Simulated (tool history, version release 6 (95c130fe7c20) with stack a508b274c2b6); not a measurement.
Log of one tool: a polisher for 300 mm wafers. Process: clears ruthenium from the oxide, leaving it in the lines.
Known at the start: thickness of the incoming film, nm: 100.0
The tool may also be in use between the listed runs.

run	hour	flow of slurry (ml/min)	pressure of the wafer on the pad (psi)	speed of the pad under the wafer (m/s)	overpolish time after the end point (s)	time until the end point was called (s)
1	0	280	2.3	1.12	11	59.731
2	5.8	280	2.8	1.12	11	48.347
3	11.3	280	2.4	1.12	11	56.909
4	13.5	280	2	1.12	11	68.116
5	17.6	280	2.5	1.12	11	54.688
6	18.3	280	2.2	1.12	11	61.389
7	22.4	280	1.9	1.12	11	71.497
8	29	280	1.7	1.12	11	79.943
9	30.4	280	1.6	1.12	11	82.689
10	34.4	280	1.5	1.12	11	90.5

Forecast run 11:
11	42.4	280	1.4	1.12	11	?

time until the end point was called (s): 94.919
